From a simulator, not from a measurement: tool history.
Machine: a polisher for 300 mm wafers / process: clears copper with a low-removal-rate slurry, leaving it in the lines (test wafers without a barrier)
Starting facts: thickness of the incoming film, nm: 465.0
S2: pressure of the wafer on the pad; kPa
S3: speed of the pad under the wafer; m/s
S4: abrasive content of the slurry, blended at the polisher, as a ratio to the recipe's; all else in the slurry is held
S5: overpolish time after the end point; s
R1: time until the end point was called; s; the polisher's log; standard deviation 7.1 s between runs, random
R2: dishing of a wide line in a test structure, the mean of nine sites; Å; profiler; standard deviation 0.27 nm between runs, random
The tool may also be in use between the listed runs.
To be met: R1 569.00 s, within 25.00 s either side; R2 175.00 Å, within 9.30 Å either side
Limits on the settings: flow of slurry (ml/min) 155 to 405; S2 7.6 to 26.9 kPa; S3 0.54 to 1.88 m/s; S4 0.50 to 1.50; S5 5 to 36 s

{"run": 1, "hour": 0.0, "flow of slurry (ml/min)": 260, "S2": 17.2, "S3": 1.2, "S4": 1.0, "S5": 18, "R1": 176.26, "R2": 378.33}
{"run": 2, "hour": 3.2, "flow of slurry (ml/min)": 235, "S2": 17.2, "S3": 1.2, "S4": 1.0, "S5": 18, "R1": 182.54, "R2": 373.94}
{"run": 3, "hour": 6.3, "flow of slurry (ml/min)": 235, "S2": 17.2, "S3": 1.0, "S4": 1.0, "S5": 18, "R1": 207.92, "R2": 312.94}
{"run": 4, "hour": 15.3, "flow of slurry (ml/min)": 225, "S2": 15.9, "S3": 0.96, "S4": 0.95, "S5": 19, "R1": 244.32, "R2": 297.48}
{"run": 5, "hour": 21.4, "flow of slurry (ml/min)": 220, "S2": 15.2, "S3": 0.92, "S4": 0.95, "S5": 19, "R1": 262.52, "R2": 272.51}
{"run": 6, "hour": 26.7, "flow of slurry (ml/min)": 215, "S2": 14.5, "S3": 0.9, "S4": 0.95, "S5": 20, "R1": 277.99, "R2": 266.23}
{"run": 7, "hour": 31.1, "flow of slurry (ml/min)": 210, "S2": 13.8, "S3": 0.88, "S4": 0.95, "S5": 21, "R1": 306.02, "R2": 258.82}
{"run": 8, "hour": 36.8, "flow of slurry (ml/min)": 190, "S2": 9.0, "S3": 0.64, "S4": 0.95, "S5": 25, "R1": 629.12, "R2": 154.51}

Below are 4 possible settings for the next run. Only one of them brings all results inside the allowed miss of their targets. Which is it?
{"run": "A", "hour": 42.5, "flow of slurry (ml/min)": 165, "S2": 10.3, "S3": 0.64, "S4": 0.95, "S5": 19, "R1": "?", "R2": "?"}
{"run": "B", "hour": 42.5, "flow of slurry (ml/min)": 180, "S2": 11.0, "S3": 0.6, "S4": 0.85, "S5": 26, "R1": "?", "R2": "?"}
{"run": "C", "hour": 42.5, "flow of slurry (ml/min)": 175, "S2": 9.7, "S3": 0.68, "S4": 0.75, "S5": 19, "R1": "?", "R2": "?"}
{"run": "D", "hour": 42.5, "flow of slurry (ml/min)": 185, "S2": 7.6, "S3": 0.56, "S4": 1.15, "S5": 36, "R1": "?", "R2": "?"}

move=A R1=556.50 R2=131.54
move=B R1=563.14 R2=174.83
move=C R1=586.43 R2=124.96
move=D R1=783.68 R2=171.56
A: brings the last run's worst result on target, with another outside its allowed miss
B: all results land within tolerance of their targets
C: brings the last run's worst result on target, with another outside its allowed miss
D: moves away from the targets compared with the last run
So the answer is move B, the one that meets all the targets.
